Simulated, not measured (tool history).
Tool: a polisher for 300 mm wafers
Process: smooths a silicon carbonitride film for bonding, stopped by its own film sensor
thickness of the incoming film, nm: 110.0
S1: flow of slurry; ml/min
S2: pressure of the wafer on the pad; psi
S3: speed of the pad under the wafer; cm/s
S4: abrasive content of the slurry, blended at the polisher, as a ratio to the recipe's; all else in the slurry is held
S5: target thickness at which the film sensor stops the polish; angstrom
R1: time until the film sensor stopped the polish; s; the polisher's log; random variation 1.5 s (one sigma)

run  hour   S1   S2  S3  S4   S5      R1
  1     0  315  2.8  68   1  900  83.184
  2   5.1  315  2.6  68   1  900  86.135
  3   7.7  390  2.6  68   1  900  85.889
  4  11.6  390  2.4  68   1  900  93.834
  5  19.6  390  3.1  68   1  900  74.896
  6    28  390  3.1  62   1  900  81.796
  7  34.4  390  2.8  62   1  900  86.828
  8  35.9  390  2.6  62   1  900  93.422

Forecast run 9:
  9  39.2  390  2.5  62   1  900   ?

{"run 9": {"R1": 95.391}}
